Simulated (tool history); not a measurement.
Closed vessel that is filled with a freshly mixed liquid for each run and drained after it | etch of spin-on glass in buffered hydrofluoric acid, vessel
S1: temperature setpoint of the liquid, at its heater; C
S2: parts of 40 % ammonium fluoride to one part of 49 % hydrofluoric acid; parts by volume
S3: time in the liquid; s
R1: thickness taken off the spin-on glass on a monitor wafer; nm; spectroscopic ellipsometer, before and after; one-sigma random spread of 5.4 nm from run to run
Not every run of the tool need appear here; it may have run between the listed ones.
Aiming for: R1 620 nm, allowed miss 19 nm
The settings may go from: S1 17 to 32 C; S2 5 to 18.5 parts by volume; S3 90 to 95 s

run  hour    S1    S2  S3      R1
  1     0    24  11.5  90  267.29
  2   8.6    24   8.5  90  348.15
  3   9.8    26     8  90  415.36
  4  16.4    26     8  90  411.09
  5  20.6    26     6  90  544.65
  6  29.2  26.5     6  90   567.4
  7  36.4    27     6  90  588.83
     45.6  -- thermometer replaced
  8  45.6  27.5     6  90  542.65
  9  51.5  28.5     6  90  574.38
 10  55.6    29     6  90  589.82

Exactly one of the 5 candidate moves below puts every result within its allowed miss. Which one?
  A  59.7    31    7  90   ?
  B  59.7  31.5  6.5  95   ?
  C  59.7    30  6.5  95   ?
  D  59.7  27.5    5  95   ?
  E  59.7    30    6  95   ?

move      R1
   A  585.82
   B   676.7
   C  625.85
   D  685.68
   E  670.65
A: lands further from the targets than the last run did
B: pushes the last run's worst result past its target
C: hits every target within its allowed miss
D: pushes the last run's worst result past its target
E: pushes the last run's worst result past its target
So the answer is move C, the one that meets all the targets.
